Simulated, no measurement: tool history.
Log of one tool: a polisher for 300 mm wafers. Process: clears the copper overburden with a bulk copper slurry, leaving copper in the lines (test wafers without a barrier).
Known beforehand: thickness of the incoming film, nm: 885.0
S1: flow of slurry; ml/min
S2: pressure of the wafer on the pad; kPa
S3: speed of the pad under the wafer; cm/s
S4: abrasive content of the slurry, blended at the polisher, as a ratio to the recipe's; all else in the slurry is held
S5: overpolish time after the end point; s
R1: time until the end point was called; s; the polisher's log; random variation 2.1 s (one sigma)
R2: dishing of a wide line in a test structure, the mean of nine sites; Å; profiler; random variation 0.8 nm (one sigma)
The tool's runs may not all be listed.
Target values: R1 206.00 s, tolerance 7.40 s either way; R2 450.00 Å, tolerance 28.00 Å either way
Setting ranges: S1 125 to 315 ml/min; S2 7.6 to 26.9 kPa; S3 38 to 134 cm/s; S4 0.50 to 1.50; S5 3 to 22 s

{"run": 1, "hour": 0.0, "S1": 205, "S2": 17.2, "S3": 86, "S4": 1.0, "S5": 11, "R1": 134.2, "R2": 492.13}
{"run": 2, "hour": 1.0, "S1": 170, "S2": 17.2, "S3": 86, "S4": 1.0, "S5": 11, "R1": 139.02, "R2": 467.51}
{"run": 3, "hour": 5.3, "S1": 170, "S2": 13.8, "S3": 86, "S4": 1.0, "S5": 11, "R1": 170.01, "R2": 401.57}
{"run": 4, "hour": 14.2, "S1": 170, "S2": 13.8, "S3": 100, "S4": 1.0, "S5": 11, "R1": 152.07, "R2": 428.06}
{"run": 5, "hour": 16.0, "S1": 170, "S2": 13.8, "S3": 100, "S4": 0.9, "S5": 11, "R1": 151.72, "R2": 431.16}
{"run": 6, "hour": 20.5, "S1": 170, "S2": 13.8, "S3": 100, "S4": 0.9, "S5": 8, "R1": 156.04, "R2": 329.66}
{"run": 7, "hour": 25.9, "S1": 165, "S2": 9.0, "S3": 98, "S4": 0.9, "S5": 14, "R1": 234.15, "R2": 365.19}
{"run": 8, "hour": 30.5, "S1": 170, "S2": 9.7, "S3": 98, "S4": 0.9, "S5": 15, "R1": 215.22, "R2": 407.85}

Consider the 4 candidate settings below. Which is the only one whose results all fall within their allowed miss of target?
{"run": "A", "hour": 35.1, "S1": 160, "S2": 8.3, "S3": 110, "S4": 0.95, "S5": 18, "R1": "?", "R2": "?"}
{"run": "B", "hour": 35.1, "S1": 190, "S2": 11.0, "S3": 88, "S4": 0.9, "S5": 16, "R1": "?", "R2": "?"}
{"run": "C", "hour": 35.1, "S1": 145, "S2": 9.7, "S3": 94, "S4": 0.95, "S5": 18, "R1": "?", "R2": "?"}
{"run": "D", "hour": 35.1, "S1": 180, "S2": 9.7, "S3": 92, "S4": 0.85, "S5": 18, "R1": "?", "R2": "?"}

move=A R1=223.00 R2=444.00
move=B R1=205.40 R2=443.95
move=C R1=231.77 R2=437.48
move=D R1=227.25 R2=444.34
A: corrects the largest miss of the last run, while another result sits out of spec
B: every result within its allowed miss
C: corrects the largest miss of the last run, while another result sits out of spec
D: corrects the largest miss of the last run, while another result sits out of spec
The move that meets every target is B.

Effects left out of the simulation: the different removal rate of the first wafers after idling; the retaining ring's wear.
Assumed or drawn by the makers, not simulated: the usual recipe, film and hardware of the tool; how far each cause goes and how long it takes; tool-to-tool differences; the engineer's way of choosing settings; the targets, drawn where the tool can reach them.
